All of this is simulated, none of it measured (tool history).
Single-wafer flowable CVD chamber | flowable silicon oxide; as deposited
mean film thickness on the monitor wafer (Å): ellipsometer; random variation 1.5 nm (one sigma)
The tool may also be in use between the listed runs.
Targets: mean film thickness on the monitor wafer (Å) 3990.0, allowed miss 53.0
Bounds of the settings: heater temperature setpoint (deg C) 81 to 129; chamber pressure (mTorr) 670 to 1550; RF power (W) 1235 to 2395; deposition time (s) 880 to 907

run	hour	heater temperature setpoint (deg C)	chamber pressure (mTorr)	RF power (W)	deposition time (s)	mean film thickness on the monitor wafer (Å)
1	0.0	105	1110	1815	880	6686.4
2	6.8	109	1110	1815	880	5952.5
3	9.8	109	1110	1815	907	6098.6
4	12.7	113	1110	1815	907	5468.2
5	13.5	113	1110	1815	907	5427.0
6	20.7	116	1110	1815	907	4985.9
7	26.5	118	1110	1815	907	4736.5
8	34.7	120	1110	1815	907	4439.9
9	40.1	121	1110	1815	907	4385.9
10	41.2	122	1110	1815	907	4228.3
11	46.9	123	1110	1815	907	4164.4

Which of these 5 next moves meets every target?
A	52.6	120	1060	1915	900	?
B	52.6	122	1060	1860	894	?
C	52.6	117	850	2090	907	?
D	52.6	118	1030	1795	883	?
E	52.6	125	1100	1680	907	?

move	mean film thickness on the monitor wafer (Å)
A	4294.7
B	4019.5
C	3817.0
D	4274.9
E	3828.6
A: further off than the last run
B: meets every target
C: takes the result that was furthest off past its target
D: further off than the last run
E: takes the result that was furthest off past its target
Answer: B

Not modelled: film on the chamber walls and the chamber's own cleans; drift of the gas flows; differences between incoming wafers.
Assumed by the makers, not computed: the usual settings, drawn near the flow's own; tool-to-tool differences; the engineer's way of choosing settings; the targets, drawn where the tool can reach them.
